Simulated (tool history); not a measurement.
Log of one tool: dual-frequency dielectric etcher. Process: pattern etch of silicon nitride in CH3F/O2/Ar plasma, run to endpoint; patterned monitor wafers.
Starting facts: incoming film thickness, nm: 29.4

run  hour  source power (kW)  bias power (kW)  endpoint time (s)
  1     0               0.32             0.08             45.276
  2   5.2               0.26             0.08             48.353
  3   7.1               0.29             0.08             46.568
  4   8.9               0.26            0.074              49.69
  5    14               0.24             0.07             52.186
  6  16.1               0.23            0.068             53.408
  7    17               0.22            0.067             54.741

For run 8, what comes out?
  8  23.4               0.21            0.067                  ?

{"run 8": {"endpoint time (s)": 55.796}}
